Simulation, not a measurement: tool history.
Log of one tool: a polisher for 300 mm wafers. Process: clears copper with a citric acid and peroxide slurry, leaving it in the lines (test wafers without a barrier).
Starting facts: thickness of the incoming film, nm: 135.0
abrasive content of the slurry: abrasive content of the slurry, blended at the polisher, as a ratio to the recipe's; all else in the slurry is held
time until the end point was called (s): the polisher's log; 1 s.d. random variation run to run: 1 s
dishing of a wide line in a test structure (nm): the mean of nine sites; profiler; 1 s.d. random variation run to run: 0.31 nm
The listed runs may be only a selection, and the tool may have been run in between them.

run  hour  flow of slurry (ml/min)  pressure of the wafer on the pad (kPa)  speed of the pad under the wafer (m/s)  abrasive content of the slurry  overpolish time after the end point (s)  time until the end point was called (s)  dishing of a wide line in a test structure (nm)
  1   0.0                      260                                    17.2                                    1.00                             1.0                                       20                                   80.071                                           25.039
  2   0.8                      210                                    17.2                                    1.00                             1.0                                       20                                   81.645                                           24.401
  3   8.7                      210                                    17.2                                    1.00                             0.8                                       20                                   86.210                                           23.888
  4  12.5                      210                                    17.2                                    1.22                             0.8                                       20                                   70.898                                           27.841
  5  16.4                      205                                    16.5                                    1.22                             0.8                                       21                                   74.104                                           27.847
  6  17.9                      205                                    16.5                                    1.32                             0.8                                       21                                   68.412                                           29.646
  7  21.9                      200                                    11.7                                    1.26                             0.8                                       31                                  100.710                                           29.615
  8  29.0                      190                                     9.0                                    1.24                             0.8                                       35                                  132.970                                           25.865
  9  34.2                      200                                     9.0                                    1.24                             0.8                                       35                                  130.630                                           25.467
 10  43.0                      205                                     9.0                                    1.24                             0.8                                       35                                  130.540                                           25.678

What does the tool deliver on the next run?
 11  48.9                      235                                    11.0                                    1.24                             0.8                                       36                                        ?                                                ?

time until the end point was called (s): 106.510
dishing of a wide line in a test structure (nm): 31.281
